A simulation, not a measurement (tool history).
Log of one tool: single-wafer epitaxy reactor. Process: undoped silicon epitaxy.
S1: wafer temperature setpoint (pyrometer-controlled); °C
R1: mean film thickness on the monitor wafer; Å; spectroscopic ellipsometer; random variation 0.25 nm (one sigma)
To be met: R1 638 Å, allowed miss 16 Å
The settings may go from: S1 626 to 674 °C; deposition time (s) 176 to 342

{"run": 1, "hour": 0.0, "S1": 650, "deposition time (s)": 259, "R1": 410.06}
{"run": 2, "hour": 7.0, "S1": 643, "deposition time (s)": 259, "R1": 358.43}
{"run": 3, "hour": 15.4, "S1": 649, "deposition time (s)": 260, "R1": 401.96}
{"run": 4, "hour": 16.6, "S1": 657, "deposition time (s)": 260, "R1": 472.19}
{"run": 5, "hour": 24.3, "S1": 647, "deposition time (s)": 260, "R1": 388.38}
{"run": 6, "hour": 32.7, "S1": 647, "deposition time (s)": 225, "R1": 334.6}
{"run": 7, "hour": 40.5, "S1": 647, "deposition time (s)": 225, "R1": 336.72}
{"run": 8, "hour": 45.1, "S1": 652, "deposition time (s)": 231, "R1": 377.3}
{"run": 9, "hour": 51.5, "S1": 656, "deposition time (s)": 236, "R1": 415.27}
{"run": 10, "hour": 59.2, "S1": 668, "deposition time (s)": 258, "R1": 573.43}
{"run": 11, "hour": 66.9, "S1": 669, "deposition time (s)": 258, "R1": 580.91}
{"run": 12, "hour": 74.3, "S1": 670, "deposition time (s)": 258, "R1": 593}
{"run": 13, "hour": 75.3, "S1": 671, "deposition time (s)": 258, "R1": 606.94}
{"run": 14, "hour": 84.1, "S1": 672, "deposition time (s)": 258, "R1": 615.98}
{"run": 15, "hour": 91.5, "S1": 672, "deposition time (s)": 258, "R1": 614.38}
{"run": 16, "hour": 96.2, "S1": 672, "deposition time (s)": 258, "R1": 618.39}

Which of these 4 next moves meets every target?
{"run": "A", "hour": 100.9, "S1": 668, "deposition time (s)": 277, "R1": "?"}
{"run": "B", "hour": 100.9, "S1": 671, "deposition time (s)": 252, "R1": "?"}
{"run": "C", "hour": 100.9, "S1": 674, "deposition time (s)": 255, "R1": "?"}
{"run": "D", "hour": 100.9, "S1": 672, "deposition time (s)": 249, "R1": "?"}

move=A R1=613.65
move=B R1=590.1
move=C R1=630.96
move=D R1=593.91
A: further off than the last run
B: further off than the last run
C: meets every target
D: further off than the last run
Answer: C
